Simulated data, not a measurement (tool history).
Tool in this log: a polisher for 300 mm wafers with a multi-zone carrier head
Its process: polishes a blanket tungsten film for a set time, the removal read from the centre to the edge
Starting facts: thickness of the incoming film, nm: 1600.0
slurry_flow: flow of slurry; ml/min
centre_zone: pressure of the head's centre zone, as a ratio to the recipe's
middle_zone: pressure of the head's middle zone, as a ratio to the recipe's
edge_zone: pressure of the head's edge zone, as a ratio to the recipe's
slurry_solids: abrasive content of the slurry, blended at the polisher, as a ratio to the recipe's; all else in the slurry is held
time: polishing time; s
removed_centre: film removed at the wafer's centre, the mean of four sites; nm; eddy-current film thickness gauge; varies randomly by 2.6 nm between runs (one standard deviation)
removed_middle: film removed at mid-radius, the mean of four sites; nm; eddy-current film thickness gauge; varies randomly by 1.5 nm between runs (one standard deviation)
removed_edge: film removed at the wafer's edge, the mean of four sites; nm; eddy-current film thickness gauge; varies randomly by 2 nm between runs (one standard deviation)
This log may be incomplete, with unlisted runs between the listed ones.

run  hour  slurry_flow  centre_zone  middle_zone  edge_zone  slurry_solids  time  removed_centre  removed_middle  removed_edge
  1     0          260            1            1          1              1    70          351.75          353.45        354.02
  2   6.1          260            1         1.08          1              1    70          351.61          373.58        347.78
  3   8.9          290            1         1.08          1              1    70          352.59          378.31        353.93
  4  17.3          280         0.99         1.07       0.98           0.95    66          328.73          351.67         322.2
  5  22.1          280         1.04         1.07       0.98           0.95    66          337.24          348.52        322.16
  6    28          275         1.03         1.05       0.97            0.9    63          322.82          324.43        312.63

Run 7, settings as shown, results not yet in. Your forecast:
  7  28.5          275         1.02         1.05       0.96           0.85    59               ?               ?             ?

Logged for run 7: removed_centre 299.92 nm, removed_middle 306.38 nm, removed_edge 279.01 nm.
